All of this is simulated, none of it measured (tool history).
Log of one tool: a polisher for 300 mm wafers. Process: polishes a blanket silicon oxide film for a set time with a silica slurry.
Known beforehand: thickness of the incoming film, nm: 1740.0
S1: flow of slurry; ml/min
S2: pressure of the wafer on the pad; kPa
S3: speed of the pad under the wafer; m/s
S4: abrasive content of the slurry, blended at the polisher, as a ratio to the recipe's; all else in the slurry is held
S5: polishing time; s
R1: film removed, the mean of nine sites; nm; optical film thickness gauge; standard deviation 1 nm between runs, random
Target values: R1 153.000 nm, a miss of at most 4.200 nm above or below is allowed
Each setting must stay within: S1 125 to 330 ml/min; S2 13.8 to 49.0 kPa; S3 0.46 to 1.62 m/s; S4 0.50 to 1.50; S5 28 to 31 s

{"run": 1, "hour": 0.0, "S1": 210, "S2": 31.0, "S3": 1.04, "S4": 1.0, "S5": 31, "R1": 102.9}
{"run": 2, "hour": 2.6, "S1": 210, "S2": 31.0, "S3": 0.82, "S4": 1.0, "S5": 31, "R1": 84.702}
{"run": 3, "hour": 5.0, "S1": 215, "S2": 34.5, "S3": 0.82, "S4": 1.0, "S5": 31, "R1": 93.231}
{"run": 4, "hour": 11.1, "S1": 190, "S2": 34.5, "S3": 0.82, "S4": 1.0, "S5": 31, "R1": 92.11}
{"run": 5, "hour": 19.2, "S1": 195, "S2": 37.2, "S3": 0.84, "S4": 1.0, "S5": 31, "R1": 101.95}
{"run": 6, "hour": 20.5, "S1": 195, "S2": 30.3, "S3": 0.84, "S4": 1.0, "S5": 31, "R1": 84.537}
{"run": 7, "hour": 29.0, "S1": 195, "S2": 33.8, "S3": 0.86, "S4": 1.0, "S5": 31, "R1": 94.308}
{"run": 8, "hour": 37.3, "S1": 195, "S2": 36.5, "S3": 0.88, "S4": 1.0, "S5": 31, "R1": 103.5}
{"run": 9, "hour": 38.5, "S1": 195, "S2": 38.6, "S3": 0.88, "S4": 1.0, "S5": 31, "R1": 109.5}
{"run": 10, "hour": 43.5, "S1": 195, "S2": 40.7, "S3": 0.88, "S4": 1.0, "S5": 31, "R1": 117.21}
{"run": 11, "hour": 49.0, "S1": 200, "S2": 42.1, "S3": 0.88, "S4": 1.0, "S5": 31, "R1": 120.05}

Which single option among these 5 for the next run brings every result within its allowed miss of target? Just one does.
{"run": "A", "hour": 54.5, "S1": 200, "S2": 42.7, "S3": 1.24, "S4": 1.05, "S5": 31, "R1": "?"}
{"run": "B", "hour": 54.5, "S1": 220, "S2": 36.5, "S3": 0.76, "S4": 0.95, "S5": 28, "R1": "?"}
{"run": "C", "hour": 54.5, "S1": 185, "S2": 39.3, "S3": 0.86, "S4": 0.85, "S5": 28, "R1": "?"}
{"run": "D", "hour": 54.5, "S1": 200, "S2": 42.7, "S3": 0.7, "S4": 1.0, "S5": 29, "R1": "?"}
{"run": "E", "hour": 54.5, "S1": 175, "S2": 49.0, "S3": 0.92, "S4": 1.2, "S5": 31, "R1": "?"}

move=A R1=161.740
move=B R1=82.376
move=C R1=91.816
move=D R1=94.022
move=E R1=150.530
A: takes the biggest miss from the last run beyond its target
B: lands further from the targets than the last run did
C: lands further from the targets than the last run did
D: lands further from the targets than the last run did
E: all results in spec
Go with E: it meets all targets.

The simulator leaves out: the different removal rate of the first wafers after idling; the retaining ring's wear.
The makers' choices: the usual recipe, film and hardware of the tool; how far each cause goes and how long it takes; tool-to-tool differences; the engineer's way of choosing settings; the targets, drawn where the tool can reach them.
